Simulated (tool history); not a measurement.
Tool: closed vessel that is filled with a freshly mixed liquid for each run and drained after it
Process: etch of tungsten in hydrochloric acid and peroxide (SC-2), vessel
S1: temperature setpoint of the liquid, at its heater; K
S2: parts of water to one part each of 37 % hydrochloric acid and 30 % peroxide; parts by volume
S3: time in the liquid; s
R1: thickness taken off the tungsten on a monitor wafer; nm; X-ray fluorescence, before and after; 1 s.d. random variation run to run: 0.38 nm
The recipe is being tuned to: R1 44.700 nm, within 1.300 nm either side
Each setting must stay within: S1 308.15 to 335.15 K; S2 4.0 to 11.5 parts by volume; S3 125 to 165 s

| run | hour | S1 | S2 | S3 | R1 |
|---|---|---|---|---|---|
| 1 | 0.0 | 319.15 | 6.5 | 165 | 20.927 |
| 2 | 7.3 | 320.65 | 6.5 | 165 | 23.370 |
| 3 | 11.9 | 327.65 | 6.5 | 165 | 36.306 |
| 4 | 15.6 | 328.15 | 6.5 | 165 | 38.597 |
| 5 | 18.3 | 328.65 | 6.5 | 165 | 39.563 |
| 6 | 23.5 | 328.65 | 6.5 | 125 | 29.921 |
| 7 | 27.2 | 329.65 | 6.5 | 125 | 31.590 |
| 8 | 32.4 | 330.15 | 6.5 | 125 | 33.045 |

Which of these 4 next moves meets every target?
| A | 37.6 | 331.65 | 6.0 | 160 | ? |
| B | 37.6 | 328.15 | 7.0 | 130 | ? |
| C | 37.6 | 330.65 | 6.5 | 165 | ? |
| D | 37.6 | 332.15 | 7.5 | 135 | ? |

| move | R1 |
|---|---|
| A | 49.234 |
| B | 28.424 |
| C | 44.846 |
| D | 36.105 |
A: carries the result that was furthest off beyond its target, to the other side
B: its largest miss is bigger than the last run's
C: all results in spec
D: moves toward the targets from the last run without getting all of them in spec
C meets every target.
